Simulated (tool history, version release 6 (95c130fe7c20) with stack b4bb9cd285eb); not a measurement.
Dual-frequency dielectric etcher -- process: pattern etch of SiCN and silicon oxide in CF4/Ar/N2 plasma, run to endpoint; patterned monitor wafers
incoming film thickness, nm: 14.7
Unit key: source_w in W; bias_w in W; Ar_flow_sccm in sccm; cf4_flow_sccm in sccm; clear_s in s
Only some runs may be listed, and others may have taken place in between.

{"run": 1, "hour": 0.0, "source_w": 530, "bias_w": 64, "Ar_flow_sccm": 106, "cf4_flow_sccm": 59, "clear_s": 15.634}
{"run": 2, "hour": 8.8, "source_w": 510, "bias_w": 64, "Ar_flow_sccm": 106, "cf4_flow_sccm": 59, "clear_s": 16.145}
{"run": 3, "hour": 14.2, "source_w": 500, "bias_w": 64, "Ar_flow_sccm": 106, "cf4_flow_sccm": 59, "clear_s": 16.485}
{"run": 4, "hour": 19.8, "source_w": 490, "bias_w": 64, "Ar_flow_sccm": 106, "cf4_flow_sccm": 59, "clear_s": 16.723}
{"run": 5, "hour": 28.3, "source_w": 490, "bias_w": 68, "Ar_flow_sccm": 106, "cf4_flow_sccm": 59, "clear_s": 16.55}
{"run": 6, "hour": 30.8, "source_w": 490, "bias_w": 68, "Ar_flow_sccm": 106, "cf4_flow_sccm": 53, "clear_s": 16.921}
{"run": 7, "hour": 33.9, "source_w": 490, "bias_w": 68, "Ar_flow_sccm": 106, "cf4_flow_sccm": 53, "clear_s": 16.95}

Forecast run 8:
{"run": 8, "hour": 40.9, "source_w": 480, "bias_w": 68, "Ar_flow_sccm": 106, "cf4_flow_sccm": 53, "clear_s": "?"}

clear_s: 17.125 s
